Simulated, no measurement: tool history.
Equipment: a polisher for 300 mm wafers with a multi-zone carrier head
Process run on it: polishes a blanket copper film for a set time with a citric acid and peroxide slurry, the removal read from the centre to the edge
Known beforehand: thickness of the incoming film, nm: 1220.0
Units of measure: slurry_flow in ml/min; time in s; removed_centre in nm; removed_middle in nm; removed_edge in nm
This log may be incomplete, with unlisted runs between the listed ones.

run 1 day=0.000 | slurry_flow=285 centre_zone=1.00 middle_zone=1.00 edge_zone=1.00 slurry_solids=1.00 time=85 | removed_centre=136.82 removed_middle=138.700 removed_edge=130.860
run 2 day=0.038 | slurry_flow=285 centre_zone=1.00 middle_zone=0.94 edge_zone=1.00 slurry_solids=1.00 time=85 | removed_centre=139.18 removed_middle=132.370 removed_edge=132.630
run 3 day=0.167 | slurry_flow=285 centre_zone=1.00 middle_zone=0.94 edge_zone=1.00 slurry_solids=0.90 time=85 | removed_centre=134.30 removed_middle=126.060 removed_edge=127.970
run 4 day=0.412 | slurry_flow=280 centre_zone=1.00 middle_zone=0.93 edge_zone=0.96 slurry_solids=0.80 time=80 | removed_centre=120.42 removed_middle=115.070 removed_edge=113.780
run 5 day=0.688 | slurry_flow=280 centre_zone=1.04 middle_zone=0.93 edge_zone=0.96 slurry_solids=0.80 time=80 | removed_centre=124.10 removed_middle=113.940 removed_edge=114.250
run 6 day=0.729 | slurry_flow=270 centre_zone=1.05 middle_zone=0.90 edge_zone=0.92 slurry_solids=0.70 time=77 | removed_centre=116.86 removed_middle=104.470 removed_edge=103.250
-- day=0.883 edge zone pressure recalibrated
run 7 day=0.883 | slurry_flow=260 centre_zone=1.05 middle_zone=0.88 edge_zone=0.90 slurry_solids=0.65 time=75 | removed_centre=112.29 removed_middle=94.672 removed_edge=100.080

What does the tool deliver on the next run?
run 8 day=0.988 | slurry_flow=265 centre_zone=1.05 middle_zone=0.88 edge_zone=0.88 slurry_solids=0.60 time=73 | removed_centre=? removed_middle=? removed_edge=?

Logged for run 8: removed_centre 105.16 nm, removed_middle 90.758 nm, removed_edge 95.787 nm.
